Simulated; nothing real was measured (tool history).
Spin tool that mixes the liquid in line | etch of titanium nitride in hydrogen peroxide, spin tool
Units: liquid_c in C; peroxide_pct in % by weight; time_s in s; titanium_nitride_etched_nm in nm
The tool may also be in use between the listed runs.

run  hour  liquid_c  peroxide_pct  time_s  titanium_nitride_etched_nm
  1     0        56            17     270                      17.338
  2   2.1      52.5            17     270                      13.548
  3   5.9      57.5            17     270                      19.232
  4   6.7        54            17     270                      15.054
  5  10.4        54            17     290                      16.223
  6  18.2        54            14     290                      15.616

Run 7 comes next. What will it give?
  7  22.8        51            14     290                           ?

{"run 7": {"titanium_nitride_etched_nm": 12.561}}
